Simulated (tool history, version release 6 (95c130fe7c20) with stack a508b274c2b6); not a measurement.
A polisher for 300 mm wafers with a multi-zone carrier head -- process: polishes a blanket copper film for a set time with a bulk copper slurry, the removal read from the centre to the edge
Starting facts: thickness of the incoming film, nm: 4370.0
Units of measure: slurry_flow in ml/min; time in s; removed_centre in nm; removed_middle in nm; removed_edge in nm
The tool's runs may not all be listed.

Run 1, hour 0.0: slurry_flow 280 ml/min, centre_zone 1.00, middle_zone 1.00, edge_zone 1.00, slurry_solids 1.00, time 37 s. Result: removed_centre 311.11 nm, removed_middle 323.86 nm, removed_edge 319.02 nm.
Run 2, hour 1.8: slurry_flow 280 ml/min, centre_zone 0.99, middle_zone 0.98, edge_zone 0.98, slurry_solids 0.90, time 34 s. Result: removed_centre 278.97 nm, removed_middle 282.46 nm, removed_edge 292.87 nm.
Run 3, hour 2.5: slurry_flow 345 ml/min, centre_zone 0.99, middle_zone 0.98, edge_zone 0.98, slurry_solids 0.90, time 34 s. Result: removed_centre 292.72 nm, removed_middle 287.49 nm, removed_edge 285.59 nm.
Run 4, hour 10.9: slurry_flow 355 ml/min, centre_zone 0.97, middle_zone 0.98, edge_zone 0.97, slurry_solids 0.80, time 31 s. Result: removed_centre 255.99 nm, removed_middle 263.20 nm, removed_edge 253.76 nm.
Run 5, hour 16.1: slurry_flow 360 ml/min, centre_zone 0.95, middle_zone 0.96, edge_zone 0.96, slurry_solids 0.75, time 29 s. Result: removed_centre 234.47 nm, removed_middle 238.84 nm, removed_edge 238.93 nm.
Run 6, hour 23.7: slurry_flow 370 ml/min, centre_zone 0.94, middle_zone 0.95, edge_zone 0.95, slurry_solids 0.70, time 28 s. Result: removed_centre 220.48 nm, removed_middle 227.45 nm, removed_edge 226.97 nm.

Run 7 has not been measured yet. What should we expect?
Run 7, hour 31.0: slurry_flow 380 ml/min, centre_zone 0.93, middle_zone 0.94, edge_zone 0.94, slurry_solids 0.65, time 27 s. Result: removed_centre ?, removed_middle ?, removed_edge ?.

{"run 7": {"removed_centre": 212.38, "removed_middle": 215.77, "removed_edge": 217.74}}
